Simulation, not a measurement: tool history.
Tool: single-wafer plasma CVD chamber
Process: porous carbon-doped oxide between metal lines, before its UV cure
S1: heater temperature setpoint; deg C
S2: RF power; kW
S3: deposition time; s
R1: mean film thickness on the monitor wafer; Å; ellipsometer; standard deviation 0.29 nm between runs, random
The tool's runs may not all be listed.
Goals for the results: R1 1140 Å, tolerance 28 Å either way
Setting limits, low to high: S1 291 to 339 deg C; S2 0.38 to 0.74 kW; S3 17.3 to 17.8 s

run  hour   S1     S2    S3      R1
  1     0  315   0.56  17.3  1014.3
  2     2  313  0.565  17.3  1029.3
  3   6.8  312   0.57  17.3    1040
  4    13  311  0.575  17.3  1058.8
  5    16  311  0.575  17.8  1085.4
  6  19.8  316  0.575  17.8  1065.3
  7  25.5  315   0.58  17.8  1070.1
  8  30.4  314   0.58  17.8  1077.3
  9    39  313   0.58  17.8  1080.5
 10  41.7  312   0.58  17.8    1087
 11  48.3  311   0.58  17.8  1096.1
 12  53.9  310   0.58  17.8  1098.9
 13  55.3  309   0.58  17.8  1104.1

Exactly one of the 4 candidate moves below puts every result within its allowed miss. Which one?
  A  56.7  299  0.535  17.8   ?
  B  56.7  311  0.635  17.3   ?
  C  56.7  308  0.555  17.8   ?
  D  56.7  313   0.56  17.3   ?

move      R1
   A  1080.7
   B  1147.9
   C  1068.4
   D  1023.3
A: misses by more than the last run did
B: each result inside its tolerance
C: misses by more than the last run did
D: misses by more than the last run did
So the answer is move B, the one that meets all the targets.
